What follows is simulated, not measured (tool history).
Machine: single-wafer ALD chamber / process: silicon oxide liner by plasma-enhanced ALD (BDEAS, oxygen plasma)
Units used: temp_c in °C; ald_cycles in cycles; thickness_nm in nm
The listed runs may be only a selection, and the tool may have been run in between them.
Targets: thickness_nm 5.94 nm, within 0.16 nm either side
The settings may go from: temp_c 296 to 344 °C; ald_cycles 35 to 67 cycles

Run 1, hour 0: temp_c 320 °C, ald_cycles 51 cycles. Result: thickness_nm 4.6369 nm.
Run 2, hour 2.4: temp_c 329 °C, ald_cycles 51 cycles. Result: thickness_nm 4.5622 nm.
Run 3, hour 8.7: temp_c 329 °C, ald_cycles 56 cycles. Result: thickness_nm 5.0455 nm.
Run 4, hour 9.8: temp_c 335 °C, ald_cycles 56 cycles. Result: thickness_nm 5.0105 nm.
Run 5, hour 15.9: temp_c 342 °C, ald_cycles 56 cycles. Result: thickness_nm 4.9596 nm.
Run 6, hour 22.8: temp_c 332 °C, ald_cycles 56 cycles. Result: thickness_nm 5.0126 nm.
Run 7, hour 29.3: temp_c 332 °C, ald_cycles 58 cycles. Result: thickness_nm 5.1973 nm.
Run 8, hour 34.1: temp_c 332 °C, ald_cycles 60 cycles. Result: thickness_nm 5.3532 nm.
Run 9, hour 39.2: temp_c 332 °C, ald_cycles 61 cycles. Result: thickness_nm 5.4774 nm.

Which of these 4 next moves meets every target?
Run A, hour 44.3: temp_c 332 °C, ald_cycles 52 cycles. Result: thickness_nm ?.
Run B, hour 44.3: temp_c 332 °C, ald_cycles 66 cycles. Result: thickness_nm ?.
Run C, hour 44.3: temp_c 327 °C, ald_cycles 60 cycles. Result: thickness_nm ?.
Run D, hour 44.3: temp_c 336 °C, ald_cycles 59 cycles. Result: thickness_nm ?.

move  thickness_nm
   A        4.6309
   B        5.8777
   C        5.3777
   D        5.2273
A: moves away from the targets compared with the last run
B: in spec on every target
C: moves away from the targets compared with the last run
D: moves away from the targets compared with the last run
Answer: B
